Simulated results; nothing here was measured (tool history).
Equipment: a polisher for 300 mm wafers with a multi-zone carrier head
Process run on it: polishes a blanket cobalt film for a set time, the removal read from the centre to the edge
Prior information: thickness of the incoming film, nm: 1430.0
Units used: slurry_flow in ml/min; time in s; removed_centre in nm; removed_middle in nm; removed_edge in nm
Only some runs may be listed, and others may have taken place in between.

{"run": 1, "day": 0.0, "slurry_flow": 170, "centre_zone": 1.0, "middle_zone": 1.0, "edge_zone": 1.0, "time": 37, "removed_centre": 111.9, "removed_middle": 111.62, "removed_edge": 112.15}
{"run": 2, "day": 0.096, "slurry_flow": 195, "centre_zone": 1.0, "middle_zone": 1.0, "edge_zone": 1.0, "time": 37, "removed_centre": 114.94, "removed_middle": 115.68, "removed_edge": 112.31}
{"run": 3, "day": 0.338, "slurry_flow": 195, "centre_zone": 1.0, "middle_zone": 1.0, "edge_zone": 1.0, "time": 42, "removed_centre": 131.94, "removed_middle": 129.78, "removed_edge": 126.92}
{"run": 4, "day": 0.542, "slurry_flow": 200, "centre_zone": 1.02, "middle_zone": 1.0, "edge_zone": 1.01, "time": 42, "removed_centre": 133.46, "removed_middle": 128.78, "removed_edge": 130.21}
{"run": 5, "day": 0.85, "slurry_flow": 205, "centre_zone": 1.04, "middle_zone": 1.0, "edge_zone": 1.01, "time": 42, "removed_centre": 137.16, "removed_middle": 130.45, "removed_edge": 128.25}
{"run": 6, "day": 1.067, "slurry_flow": 210, "centre_zone": 1.06, "middle_zone": 1.0, "edge_zone": 1.02, "time": 42, "removed_centre": 139.43, "removed_middle": 130.33, "removed_edge": 131.96}
{"run": 7, "day": 1.158, "slurry_flow": 215, "centre_zone": 1.08, "middle_zone": 1.0, "edge_zone": 1.02, "time": 42, "removed_centre": 141.78, "removed_middle": 132.18, "removed_edge": 130.41}
{"run": 8, "day": 1.262, "slurry_flow": 220, "centre_zone": 1.1, "middle_zone": 0.99, "edge_zone": 1.03, "time": 42, "removed_centre": 146.6, "removed_middle": 131.64, "removed_edge": 130.02}
{"run": 9, "day": 1.458, "slurry_flow": 220, "centre_zone": 1.11, "middle_zone": 0.99, "edge_zone": 1.04, "time": 42, "removed_centre": 148.78, "removed_middle": 130.38, "removed_edge": 132.44}
{"run": 10, "day": 1.821, "slurry_flow": 225, "centre_zone": 1.12, "middle_zone": 0.99, "edge_zone": 1.05, "time": 42, "removed_centre": 148.71, "removed_middle": 128.39, "removed_edge": 133.7}
{"run": 11, "day": 2.042, "slurry_flow": 230, "centre_zone": 1.13, "middle_zone": 0.99, "edge_zone": 1.05, "time": 42, "removed_centre": 150.13, "removed_middle": 131.89, "removed_edge": 132.34}
{"run": 12, "day": 2.104, "slurry_flow": 230, "centre_zone": 1.14, "middle_zone": 0.99, "edge_zone": 1.06, "time": 42, "removed_centre": 152.91, "removed_middle": 133.39, "removed_edge": 133.37}

Forecast run 13:
{"run": 13, "day": 2.412, "slurry_flow": 230, "centre_zone": 1.15, "middle_zone": 0.99, "edge_zone": 1.07, "time": 42, "removed_centre": "?", "removed_middle": "?", "removed_edge": "?"}

{"run 13": {"removed_centre": 155.09, "removed_middle": 129.37, "removed_edge": 136.5}}
